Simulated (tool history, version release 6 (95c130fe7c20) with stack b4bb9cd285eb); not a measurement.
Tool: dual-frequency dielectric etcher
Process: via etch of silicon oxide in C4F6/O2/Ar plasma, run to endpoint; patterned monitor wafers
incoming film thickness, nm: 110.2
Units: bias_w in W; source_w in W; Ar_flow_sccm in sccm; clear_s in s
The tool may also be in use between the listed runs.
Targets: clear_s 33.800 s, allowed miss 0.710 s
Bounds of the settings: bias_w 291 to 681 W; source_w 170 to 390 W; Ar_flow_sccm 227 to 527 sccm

Run 1, hour 0.0: bias_w 486 W, source_w 280 W, Ar_flow_sccm 377 sccm. Result: clear_s 27.158 s.
Run 2, hour 8.7: bias_w 436 W, source_w 260 W, Ar_flow_sccm 383 sccm. Result: clear_s 29.019 s.
Run 3, hour 13.1: bias_w 398 W, source_w 260 W, Ar_flow_sccm 383 sccm. Result: clear_s 29.711 s.
Run 4, hour 15.8: bias_w 345 W, source_w 260 W, Ar_flow_sccm 383 sccm. Result: clear_s 30.544 s.
Run 5, hour 18.4: bias_w 330 W, source_w 250 W, Ar_flow_sccm 388 sccm. Result: clear_s 31.807 s.
Run 6, hour 26.8: bias_w 330 W, source_w 250 W, Ar_flow_sccm 347 sccm. Result: clear_s 31.519 s.
Run 7, hour 32.0: bias_w 319 W, source_w 240 W, Ar_flow_sccm 348 sccm. Result: clear_s 32.063 s.
Run 8, hour 37.5: bias_w 291 W, source_w 210 W, Ar_flow_sccm 360 sccm. Result: clear_s 36.512 s.
Run 9, hour 38.2: bias_w 316 W, source_w 210 W, Ar_flow_sccm 360 sccm. Result: clear_s 35.498 s.
Run 10, hour 38.8: bias_w 332 W, source_w 210 W, Ar_flow_sccm 360 sccm. Result: clear_s 35.400 s.
Run 11, hour 43.4: bias_w 396 W, source_w 220 W, Ar_flow_sccm 357 sccm. Result: clear_s 33.098 s.
Run 12, hour 47.2: bias_w 389 W, source_w 220 W, Ar_flow_sccm 357 sccm. Result: clear_s 33.243 s.

5 next moves are on the table. One of them brings every result within its allowed miss. Which?
Run A, hour 51.0: bias_w 401 W, source_w 240 W, Ar_flow_sccm 388 sccm. Result: clear_s ?.
Run B, hour 51.0: bias_w 355 W, source_w 250 W, Ar_flow_sccm 446 sccm. Result: clear_s ?.
Run C, hour 51.0: bias_w 374 W, source_w 230 W, Ar_flow_sccm 349 sccm. Result: clear_s ?.
Run D, hour 51.0: bias_w 322 W, source_w 220 W, Ar_flow_sccm 286 sccm. Result: clear_s ?.
Run E, hour 51.0: bias_w 428 W, source_w 230 W, Ar_flow_sccm 430 sccm. Result: clear_s ?.

move  clear_s
   A   31.493
   B   31.990
   C   32.520
   D   33.859
   E   32.279
A: further off than the last run
B: further off than the last run
C: further off than the last run
D: meets every target
E: further off than the last run
Answer: D
